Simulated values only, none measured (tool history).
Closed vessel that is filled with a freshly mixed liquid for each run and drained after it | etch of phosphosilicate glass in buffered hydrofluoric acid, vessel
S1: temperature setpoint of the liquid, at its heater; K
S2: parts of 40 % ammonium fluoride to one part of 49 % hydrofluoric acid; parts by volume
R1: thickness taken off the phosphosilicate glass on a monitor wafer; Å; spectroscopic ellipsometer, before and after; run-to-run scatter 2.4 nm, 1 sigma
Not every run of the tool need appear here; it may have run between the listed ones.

run 1 hour=0.0 | S1=294.15 S2=19 time_in_the_liquid_(s)=100 | R1=1660.2
run 2 hour=2.8 | S1=294.15 S2=19 time_in_the_liquid_(s)=105 | R1=1759.6
run 3 hour=10.4 | S1=295.65 S2=19 time_in_the_liquid_(s)=105 | R1=1881.3
run 4 hour=19.1 | S1=297.65 S2=19 time_in_the_liquid_(s)=105 | R1=2138.5
run 5 hour=24.1 | S1=297.65 S2=17 time_in_the_liquid_(s)=105 | R1=2349.6
run 6 hour=26.2 | S1=297.65 S2=17 time_in_the_liquid_(s)=105 | R1=2329.8

Run 7 is up next; what results do you expect?
run 7 hour=35.3 | S1=298.65 S2=16 time_in_the_liquid_(s)=105 | R1=?

For run 7 the tool returned R1 2618.7 Å.

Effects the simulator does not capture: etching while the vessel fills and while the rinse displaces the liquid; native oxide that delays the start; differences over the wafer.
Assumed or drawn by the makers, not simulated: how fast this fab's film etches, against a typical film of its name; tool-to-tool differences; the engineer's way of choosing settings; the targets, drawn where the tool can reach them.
